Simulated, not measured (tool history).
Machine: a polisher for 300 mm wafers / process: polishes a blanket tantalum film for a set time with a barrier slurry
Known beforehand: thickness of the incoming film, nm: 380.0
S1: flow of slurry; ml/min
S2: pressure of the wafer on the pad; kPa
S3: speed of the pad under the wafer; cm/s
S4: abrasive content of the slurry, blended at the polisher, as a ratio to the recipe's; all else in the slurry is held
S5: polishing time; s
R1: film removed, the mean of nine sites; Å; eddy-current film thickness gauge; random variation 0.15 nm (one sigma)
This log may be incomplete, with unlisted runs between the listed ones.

run	day	S1	S2	S3	S4	S5	R1
1	0	205	9	110	1	23	263.48
2	0.204	205	9	110	1.1	23	266.96
3	0.262	205	9	86	1.1	23	209.75
4	0.625	205	7.6	86	1.1	23	188.51
5	0.704	205	6.2	86	1.1	23	164.99
6	0.912	185	6.2	86	1.1	23	158.59

For run 7, what comes out?
7	1.158	175	6.2	86	1.1	23	?

R1: 162.19 Å
